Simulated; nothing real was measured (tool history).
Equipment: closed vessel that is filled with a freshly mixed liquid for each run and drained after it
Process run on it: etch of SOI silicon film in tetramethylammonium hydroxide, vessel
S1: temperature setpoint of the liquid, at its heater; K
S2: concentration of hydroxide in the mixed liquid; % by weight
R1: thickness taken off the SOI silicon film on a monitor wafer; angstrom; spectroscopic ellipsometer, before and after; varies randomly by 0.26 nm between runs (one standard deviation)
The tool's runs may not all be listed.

Run 1, hour 0.0: S1 341.15 K, S2 17.0 % by weight, time in the liquid (s) 30. Result: R1 1452.00 angstrom.
Run 2, hour 8.0: S1 346.65 K, S2 17.0 % by weight, time in the liquid (s) 30. Result: R1 1992.30 angstrom.
Run 3, hour 14.4: S1 343.15 K, S2 17.0 % by weight, time in the liquid (s) 30. Result: R1 1633.30 angstrom.
Run 4, hour 23.1: S1 343.15 K, S2 15.5 % by weight, time in the liquid (s) 30. Result: R1 1704.00 angstrom.
Run 5, hour 31.5: S1 340.15 K, S2 15.5 % by weight, time in the liquid (s) 30. Result: R1 1431.10 angstrom.
Run 6, hour 34.9: S1 344.15 K, S2 15.5 % by weight, time in the liquid (s) 30. Result: R1 1808.10 angstrom.
Run 7, hour 41.5: S1 341.15 K, S2 15.5 % by weight, time in the liquid (s) 30. Result: R1 1526.50 angstrom.
Run 8, hour 45.6: S1 338.65 K, S2 15.5 % by weight, time in the liquid (s) 30. Result: R1 1302.20 angstrom.
Run 9, hour 51.9: S1 332.15 K, S2 16.0 % by weight, time in the liquid (s) 30. Result: R1 857.17 angstrom.
Run 10, hour 59.0: S1 331.65 K, S2 16.0 % by weight, time in the liquid (s) 30. Result: R1 835.67 angstrom.

For run 11, what comes out?
At hour 63.4: hydroxide flow meter replaced.
Run 11, hour 63.4: S1 331.15 K, S2 16.0 % by weight, time in the liquid (s) 30. Result: R1 ?.

For run 11 the tool returned R1 770.19 angstrom.
